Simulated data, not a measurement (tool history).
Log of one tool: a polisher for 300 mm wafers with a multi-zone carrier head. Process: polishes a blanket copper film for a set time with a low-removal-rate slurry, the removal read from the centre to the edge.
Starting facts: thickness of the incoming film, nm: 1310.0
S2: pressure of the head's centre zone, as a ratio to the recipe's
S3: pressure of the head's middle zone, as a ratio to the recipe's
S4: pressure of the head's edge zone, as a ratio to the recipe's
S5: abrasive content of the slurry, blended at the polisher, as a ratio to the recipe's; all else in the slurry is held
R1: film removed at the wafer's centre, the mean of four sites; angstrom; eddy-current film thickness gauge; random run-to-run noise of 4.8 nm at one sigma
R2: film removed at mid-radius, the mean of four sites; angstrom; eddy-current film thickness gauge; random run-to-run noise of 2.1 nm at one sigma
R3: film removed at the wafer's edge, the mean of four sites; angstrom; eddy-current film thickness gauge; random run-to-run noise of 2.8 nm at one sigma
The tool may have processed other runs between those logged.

Run 1, hour 0.0: flow of slurry (ml/min) 245, S2 1.00, S3 1.00, S4 1.00, S5 1.00, polishing time (s) 57. Result: R1 2020.8 angstrom, R2 2065.1 angstrom, R3 2091.5 angstrom.
Run 2, hour 4.1: flow of slurry (ml/min) 250, S2 1.02, S3 0.99, S4 1.02, S5 1.05, polishing time (s) 58. Result: R1 2174.6 angstrom, R2 2110.8 angstrom, R3 2175.6 angstrom.
Run 3, hour 12.5: flow of slurry (ml/min) 250, S2 1.03, S3 0.98, S4 1.04, S5 1.10, polishing time (s) 59. Result: R1 2287.4 angstrom, R2 2179.0 angstrom, R3 2243.1 angstrom.
Run 4, hour 20.3: flow of slurry (ml/min) 250, S2 1.03, S3 0.96, S4 1.05, S5 1.15, polishing time (s) 60. Result: R1 2366.3 angstrom, R2 2196.3 angstrom, R3 2397.3 angstrom.
Run 5, hour 20.9: flow of slurry (ml/min) 250, S2 1.08, S3 0.96, S4 1.05, S5 1.15, polishing time (s) 60. Result: R1 2465.9 angstrom, R2 2165.1 angstrom, R3 2333.9 angstrom.
Run 6, hour 28.6: flow of slurry (ml/min) 210, S2 1.08, S3 0.96, S4 1.05, S5 1.15, polishing time (s) 60. Result: R1 2367.9 angstrom, R2 2113.8 angstrom, R3 2300.7 angstrom.
Run 7, hour 34.5: flow of slurry (ml/min) 220, S2 1.08, S3 0.96, S4 1.06, S5 1.20, polishing time (s) 61. Result: R1 2426.2 angstrom, R2 2198.2 angstrom, R3 2382.8 angstrom.
Run 8, hour 41.2: flow of slurry (ml/min) 230, S2 1.09, S3 0.96, S4 1.07, S5 1.25, polishing time (s) 62. Result: R1 2512.1 angstrom, R2 2301.2 angstrom, R3 2502.8 angstrom.
Run 9, hour 44.4: flow of slurry (ml/min) 240, S2 1.10, S3 0.95, S4 1.08, S5 1.30, polishing time (s) 62. Result: R1 2670.1 angstrom, R2 2316.7 angstrom, R3 2539.2 angstrom.
Run 10, hour 50.8: flow of slurry (ml/min) 250, S2 1.10, S3 0.95, S4 1.09, S5 1.30, polishing time (s) 62. Result: R1 2601.5 angstrom, R2 2280.4 angstrom, R3 2541.6 angstrom.

Forecast run 11:
Run 11, hour 53.2: flow of slurry (ml/min) 255, S2 1.11, S3 0.95, S4 1.10, S5 1.30, polishing time (s) 63. Result: R1 ?, R2 ?, R3 ?.

{"run 11": {"R1": 2778.2, "R2": 2331.6, "R3": 2625.8}}
